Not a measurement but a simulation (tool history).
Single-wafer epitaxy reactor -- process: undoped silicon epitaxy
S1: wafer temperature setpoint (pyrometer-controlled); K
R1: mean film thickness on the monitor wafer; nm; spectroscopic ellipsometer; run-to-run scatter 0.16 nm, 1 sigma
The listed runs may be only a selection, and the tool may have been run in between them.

run 1 hour=0 | S1=938.15 deposition_time_(s)=358 | R1=81.424
run 2 hour=7 | S1=938.15 deposition_time_(s)=338 | R1=77.25
run 3 hour=12 | S1=936.15 deposition_time_(s)=338 | R1=73.799
run 4 hour=16.9 | S1=935.15 deposition_time_(s)=338 | R1=71.691
run 5 hour=19.8 | S1=935.15 deposition_time_(s)=382 | R1=81.167
run 6 hour=24.9 | S1=933.15 deposition_time_(s)=382 | R1=77.162

For run 7, what comes out?
run 7 hour=29.2 | S1=931.15 deposition_time_(s)=382 | R1=?

{"run 7": {"R1": 73.591}}
